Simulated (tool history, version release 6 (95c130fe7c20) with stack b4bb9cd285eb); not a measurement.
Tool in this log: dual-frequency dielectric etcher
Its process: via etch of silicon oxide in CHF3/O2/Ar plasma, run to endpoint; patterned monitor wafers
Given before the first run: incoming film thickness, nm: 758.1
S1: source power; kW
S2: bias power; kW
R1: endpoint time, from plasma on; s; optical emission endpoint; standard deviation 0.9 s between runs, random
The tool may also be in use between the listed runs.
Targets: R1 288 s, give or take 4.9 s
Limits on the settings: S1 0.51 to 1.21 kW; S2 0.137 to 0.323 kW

{"run": 1, "hour": 0.0, "S1": 0.86, "S2": 0.23, "R1": 313.15}
{"run": 2, "hour": 1.3, "S1": 0.88, "S2": 0.231, "R1": 310.5}
{"run": 3, "hour": 8.5, "S1": 0.88, "S2": 0.196, "R1": 322.93}
{"run": 4, "hour": 12.9, "S1": 0.96, "S2": 0.196, "R1": 313.3}
{"run": 5, "hour": 16.8, "S1": 0.98, "S2": 0.197, "R1": 310.1}
{"run": 6, "hour": 21.9, "S1": 0.83, "S2": 0.197, "R1": 329.07}
{"hour": 24.8, "done": "source power generator calibrated"}
{"run": 7, "hour": 24.8, "S1": 0.86, "S2": 0.199, "R1": 320.85}
{"run": 8, "hour": 26.9, "S1": 0.89, "S2": 0.202, "R1": 313.61}
{"run": 9, "hour": 29.7, "S1": 0.91, "S2": 0.204, "R1": 313.04}
{"run": 10, "hour": 31.6, "S1": 0.93, "S2": 0.205, "R1": 308.46}
{"run": 11, "hour": 34.1, "S1": 0.94, "S2": 0.206, "R1": 307.79}
{"run": 12, "hour": 38.9, "S1": 0.95, "S2": 0.207, "R1": 307.29}
{"run": 13, "hour": 41.6, "S1": 0.97, "S2": 0.208, "R1": 304.72}
{"run": 14, "hour": 42.7, "S1": 0.98, "S2": 0.209, "R1": 304.01}
{"run": 15, "hour": 46.9, "S1": 0.99, "S2": 0.21, "R1": 303.36}

Pick the move, out of 4, that brings all results within their allowed miss; only one does.
{"run": "A", "hour": 51.1, "S1": 1.13, "S2": 0.263, "R1": "?"}
{"run": "B", "hour": 51.1, "S1": 0.94, "S2": 0.228, "R1": "?"}
{"run": "C", "hour": 51.1, "S1": 1.07, "S2": 0.233, "R1": "?"}
{"run": "D", "hour": 51.1, "S1": 0.98, "S2": 0.216, "R1": "?"}

move=A R1=275.85
move=B R1=301.55
move=C R1=288.76
move=D R1=301.67
A: carries the result that was furthest off beyond its target, to the other side
B: gains on the last run, yet a result remains outside its allowed miss
C: each result inside its tolerance
D: gains on the last run, yet a result remains outside its allowed miss
Go with C: it meets all targets.
